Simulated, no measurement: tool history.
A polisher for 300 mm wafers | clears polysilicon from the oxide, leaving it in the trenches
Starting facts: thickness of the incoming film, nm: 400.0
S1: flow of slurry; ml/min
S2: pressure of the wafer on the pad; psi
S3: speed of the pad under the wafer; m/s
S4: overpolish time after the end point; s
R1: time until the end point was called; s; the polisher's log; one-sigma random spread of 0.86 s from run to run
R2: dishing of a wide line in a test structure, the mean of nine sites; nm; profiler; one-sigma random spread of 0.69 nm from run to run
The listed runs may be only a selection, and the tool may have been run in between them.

run 1 hour=0 | S1=205 S2=3.1 S3=1.06 S4=18 | R1=22.047 R2=40.615
run 2 hour=1.5 | S1=205 S2=3.1 S3=1.06 S4=21 | R1=21.59 R2=41.46
run 3 hour=5.7 | S1=205 S2=2.8 S3=0.98 S4=20 | R1=26.069 R2=41.711
run 4 hour=6.9 | S1=200 S2=2.5 S3=0.92 S4=17 | R1=31.047 R2=39.797
run 5 hour=13.9 | S1=200 S2=2.5 S3=1.14 S4=17 | R1=24.494 R2=40.611
run 6 hour=19.8 | S1=240 S2=2.5 S3=1.14 S4=17 | R1=24.897 R2=43.104
run 7 hour=27.8 | S1=235 S2=2.3 S3=1.06 S4=16 | R1=28.767 R2=41.082
run 8 hour=32.9 | S1=240 S2=2.1 S3=0.98 S4=17 | R1=33.965 R2=41.373
run 9 hour=36.4 | S1=240 S2=2 S3=0.94 S4=17 | R1=36.298 R2=41.379
run 10 hour=38.5 | S1=240 S2=1.9 S3=0.9 S4=17 | R1=40.599 R2=41.107
run 11 hour=43.2 | S1=240 S2=1.8 S3=0.88 S4=17 | R1=43.288 R2=42.44
run 12 hour=51.1 | S1=195 S2=1.6 S3=0.7 S4=10 | R1=61.301 R2=33.25
run 13 hour=58.6 | S1=205 S2=1.6 S3=0.7 S4=11 | R1=62.26 R2=34.55

The next listed run, before its measurement:
run 14 hour=66.3 | S1=215 S2=1.6 S3=0.7 S4=12 | R1=? R2=?

R1: 59.856 s
R2: 36.72 nm

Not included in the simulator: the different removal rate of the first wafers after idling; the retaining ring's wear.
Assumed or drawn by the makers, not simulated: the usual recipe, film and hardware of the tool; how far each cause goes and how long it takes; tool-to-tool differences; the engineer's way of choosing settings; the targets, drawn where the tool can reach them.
